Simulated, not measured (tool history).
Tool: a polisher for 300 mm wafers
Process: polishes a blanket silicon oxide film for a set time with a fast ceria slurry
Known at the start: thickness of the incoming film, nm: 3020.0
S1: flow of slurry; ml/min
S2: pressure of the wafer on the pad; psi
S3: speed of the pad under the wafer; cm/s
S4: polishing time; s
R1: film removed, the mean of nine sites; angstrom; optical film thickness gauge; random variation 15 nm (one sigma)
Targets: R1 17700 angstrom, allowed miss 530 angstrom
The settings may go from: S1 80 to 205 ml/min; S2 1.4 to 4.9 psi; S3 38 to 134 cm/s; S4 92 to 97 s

run	day	S1	S2	S3	S4	R1
1	0.000	135	3.1	86	92	12019
2	0.050	135	2.6	86	92	10158
3	0.350	135	2.6	86	97	10666
4	0.579	135	3.0	86	97	12224
5	0.812	160	3.0	86	97	12549
6	1.000	175	3.0	86	97	12653
7	1.112	175	3.2	86	97	13540
8	1.450	175	3.4	86	97	14314
9	1.754	175	3.5	86	97	15111
10	2.017	175	3.6	86	97	15309
11	2.250	175	3.7	86	97	15637

Which of these 5 next moves meets every target?
A	2.483	155	4.0	86	94	?
B	2.483	180	3.6	90	97	?
C	2.483	160	3.7	82	92	?
D	2.483	160	2.8	94	97	?
E	2.483	185	3.7	96	97	?

move	R1
A	15981
B	15882
C	13906
D	12771
E	17431
A: nearer than the last run, and not there yet
B: nearer than the last run, and not there yet
C: further off than the last run
D: further off than the last run
E: meets every target
Answer: E
